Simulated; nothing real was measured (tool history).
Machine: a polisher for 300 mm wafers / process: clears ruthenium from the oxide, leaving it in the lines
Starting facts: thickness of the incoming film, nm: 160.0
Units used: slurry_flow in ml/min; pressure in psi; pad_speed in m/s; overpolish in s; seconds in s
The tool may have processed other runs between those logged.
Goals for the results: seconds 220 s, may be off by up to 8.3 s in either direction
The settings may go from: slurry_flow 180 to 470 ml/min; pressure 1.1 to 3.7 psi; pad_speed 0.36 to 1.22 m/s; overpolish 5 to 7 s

run    day  slurry_flow  pressure  pad_speed  overpolish  seconds
  1      0          300       2.4       0.78           7   145.96
  2  0.292          300       2.2       0.78           7   158.21
  3  0.321          300       2.2       0.68           7   181.64
  4  0.433          300       2.8       0.68           7   143.13
  5  0.671          230       2.8       0.68           7   144.78
  6  0.708          230       2.8       0.68           5   147.14
  7  0.838          230       2.6       0.68           5   158.02
  8  1.204          230         2       0.66           5   211.17

Exactly one of the 5 candidate moves below puts every result within its allowed miss. Which one?
  A  1.571          280       1.7       0.72           5        ?
  B  1.571          215       1.9       0.74           5        ?
  C  1.571          365       2.5       0.52           5        ?
  D  1.571          250       1.6       0.88           7        ?
  E  1.571          215       2.1       0.66           5        ?

move  seconds
   A   219.48
   B   197.21
   C   199.39
   D   194.82
   E    199.1
A: all results in spec
B: its largest miss is bigger than the last run's
C: its largest miss is bigger than the last run's
D: its largest miss is bigger than the last run's
E: its largest miss is bigger than the last run's
A meets every target.
